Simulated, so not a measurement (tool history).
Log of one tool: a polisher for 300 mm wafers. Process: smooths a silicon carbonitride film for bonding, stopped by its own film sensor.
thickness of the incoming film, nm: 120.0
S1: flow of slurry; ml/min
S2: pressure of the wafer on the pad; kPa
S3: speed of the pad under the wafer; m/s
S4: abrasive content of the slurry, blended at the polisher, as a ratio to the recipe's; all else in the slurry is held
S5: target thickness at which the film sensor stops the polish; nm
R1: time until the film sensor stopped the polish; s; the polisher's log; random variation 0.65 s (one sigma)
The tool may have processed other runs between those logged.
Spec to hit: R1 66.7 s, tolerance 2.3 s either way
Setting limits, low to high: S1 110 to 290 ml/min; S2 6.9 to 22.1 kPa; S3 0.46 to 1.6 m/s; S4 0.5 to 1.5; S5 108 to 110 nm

| run | day | S1 | S2 | S3 | S4 | S5 | R1 |
|---|---|---|---|---|---|---|---|
| 1 | 0 | 185 | 14.5 | 1.02 | 1 | 108 | 51.14 |
| 2 | 0.112 | 180 | 13.8 | 1.02 | 1 | 108 | 54.536 |
| 3 | 0.479 | 180 | 13.8 | 1.02 | 1 | 110 | 45.645 |
| 4 | 0.767 | 180 | 12.4 | 1.02 | 1 | 110 | 50.422 |
| 5 | 1.008 | 180 | 11 | 1.02 | 1 | 110 | 55.85 |
| 6 | 1.296 | 180 | 13.8 | 1.02 | 1 | 110 | 45.704 |
| 7 | 1.575 | 180 | 12.4 | 1.02 | 1 | 110 | 50.714 |
| 8 | 1.867 | 170 | 8.3 | 1 | 1 | 110 | 75.593 |
| 9 | 2.029 | 185 | 8.3 | 1 | 1 | 110 | 76.124 |
| 10 | 2.171 | 185 | 9 | 1 | 1 | 110 | 70.083 |
|  | 2.258 | slurry blender recalibrated |
| 11 | 2.258 | 185 | 9.7 | 1 | 1 | 110 | 56.939 |
| 12 | 2.308 | 180 | 9.7 | 1 | 1 | 110 | 56.761 |
| 13 | 2.438 | 180 | 9.7 | 1 | 1 | 110 | 56.67 |
| 14 | 2.525 | 170 | 6.9 | 1 | 1 | 110 | 80.68 |
| 15 | 2.858 | 170 | 6.9 | 1 | 1 | 110 | 79.609 |
| 16 | 3.075 | 170 | 6.9 | 1 | 1 | 110 | 80.521 |
| 17 | 3.242 | 190 | 9.7 | 1.02 | 1 | 110 | 56.082 |
| 18 | 3.342 | 185 | 9.7 | 1.02 | 1 | 110 | 57.308 |
| 19 | 3.492 | 180 | 9.7 | 1.02 | 1 | 110 | 55.885 |
| 20 | 3.662 | 170 | 9.7 | 1.02 | 1 | 110 | 57.504 |
| 21 | 4.017 | 185 | 9.7 | 1.02 | 1 | 110 | 55.394 |
| 22 | 4.3 | 135 | 7.6 | 1.02 | 1 | 110 | 73.628 |
| 23 | 4.446 | 140 | 7.6 | 1.02 | 1 | 110 | 72.827 |

Exactly one of the 4 candidate moves below puts every result within its allowed miss. Which one?
| A | 4.592 | 140 | 8.3 | 1.06 | 0.95 | 109 | ? |
| B | 4.592 | 165 | 6.9 | 1.1 | 1.1 | 110 | ? |
| C | 4.592 | 165 | 9 | 0.98 | 1 | 108 | ? |
| D | 4.592 | 125 | 8.3 | 1.02 | 1.1 | 110 | ? |

| move | R1 |
|---|---|
| A | 72.183 |
| B | 70.632 |
| C | 74.866 |
| D | 65.387 |
A: nearer than the last run, and not there yet
B: nearer than the last run, and not there yet
C: the biggest miss grows against the last run
D: meets every target
D meets every target.
